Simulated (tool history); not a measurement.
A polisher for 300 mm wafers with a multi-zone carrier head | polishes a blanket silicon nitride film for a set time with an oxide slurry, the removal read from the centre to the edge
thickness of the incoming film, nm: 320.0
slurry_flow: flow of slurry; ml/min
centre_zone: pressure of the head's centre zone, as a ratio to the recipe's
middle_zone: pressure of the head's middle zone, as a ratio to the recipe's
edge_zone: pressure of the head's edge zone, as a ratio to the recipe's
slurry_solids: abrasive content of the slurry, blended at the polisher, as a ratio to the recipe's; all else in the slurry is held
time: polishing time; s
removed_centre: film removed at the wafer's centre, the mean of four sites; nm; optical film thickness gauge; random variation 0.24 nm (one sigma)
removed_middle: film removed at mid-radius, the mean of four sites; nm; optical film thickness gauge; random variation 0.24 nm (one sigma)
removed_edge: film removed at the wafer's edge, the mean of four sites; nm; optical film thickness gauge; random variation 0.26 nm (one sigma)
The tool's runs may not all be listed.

run,hour,slurry_flow,centre_zone,middle_zone,edge_zone,slurry_solids,time,removed_centre,removed_middle,removed_edge
1,0,250,1,1,1,1,90,32.56,33.31,33.434
2,3.1,250,1,1,1,1,100,36.728,36.791,36.507
3,12.1,245,1.02,0.97,0.96,0.85,91,29.887,28.863,28.987
4,14,240,1.01,0.94,0.92,0.75,91,25.789,24.787,25.293
5,20.2,240,1.01,1.02,0.92,0.75,91,26.557,26.287,24.683
6,25.5,230,1.01,0.98,0.89,0.7,91,24.14,23.858,23.077
7,30.8,230,1.01,0.98,0.89,0.7,91,23.785,24.258,22.663
8,36,230,1.03,0.93,0.87,0.65,91,22.806,21.131,21.458
9,44.6,215,1.04,0.92,0.86,0.65,91,22.518,20.215,21.173

Run 10 comes next. What will it give?
10,49.4,205,1.04,0.92,0.85,0.65,91,?,?,?

{"run 10": {"removed_centre": 22.369, "removed_middle": 20.15, "removed_edge": 20.506}}
